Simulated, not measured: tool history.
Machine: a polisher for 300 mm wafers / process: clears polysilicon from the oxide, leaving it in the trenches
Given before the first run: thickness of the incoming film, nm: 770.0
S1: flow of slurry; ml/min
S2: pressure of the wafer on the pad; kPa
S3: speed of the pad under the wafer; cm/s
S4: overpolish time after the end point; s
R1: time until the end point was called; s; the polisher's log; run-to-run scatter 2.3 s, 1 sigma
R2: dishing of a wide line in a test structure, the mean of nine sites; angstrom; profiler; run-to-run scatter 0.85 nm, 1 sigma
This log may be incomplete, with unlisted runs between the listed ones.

Run 1, hour 0: S1 250 ml/min, S2 20 kPa, S3 78 cm/s, S4 22 s. Result: R1 67.607 s, R2 478.39 angstrom.
Run 2, hour 5.8: S1 250 ml/min, S2 17.2 kPa, S3 78 cm/s, S4 22 s. Result: R1 75.144 s, R2 477.57 angstrom.
Run 3, hour 13.5: S1 250 ml/min, S2 17.2 kPa, S3 78 cm/s, S4 17 s. Result: R1 74.868 s, R2 489.92 angstrom.
Run 4, hour 17.2: S1 250 ml/min, S2 16.5 kPa, S3 76 cm/s, S4 20 s. Result: R1 80.871 s, R2 495.42 angstrom.
Run 5, hour 22.9: S1 290 ml/min, S2 16.5 kPa, S3 76 cm/s, S4 20 s. Result: R1 78.864 s, R2 492.12 angstrom.
Run 6, hour 30.9: S1 270 ml/min, S2 16.5 kPa, S3 72 cm/s, S4 23 s. Result: R1 85.147 s, R2 483.77 angstrom.
Run 7, hour 32.8: S1 255 ml/min, S2 16.5 kPa, S3 68 cm/s, S4 26 s. Result: R1 88.321 s, R2 487.98 angstrom.
Run 8, hour 40.2: S1 240 ml/min, S2 16.5 kPa, S3 64 cm/s, S4 28 s. Result: R1 94.678 s, R2 475.85 angstrom.
Run 9, hour 42.8: S1 230 ml/min, S2 17.2 kPa, S3 60 cm/s, S4 30 s. Result: R1 98.781 s, R2 490.5 angstrom.
Run 10, hour 48.5: S1 235 ml/min, S2 15.9 kPa, S3 62 cm/s, S4 32 s. Result: R1 100.74 s, R2 484.94 angstrom.

Run 11 comes next. What will it give?
Run 11, hour 57.5: S1 235 ml/min, S2 15.9 kPa, S3 62 cm/s, S4 32 s. Result: R1 ?, R2 ?.

Run 11 measured R1 101.79 s, R2 496.22 angstrom.
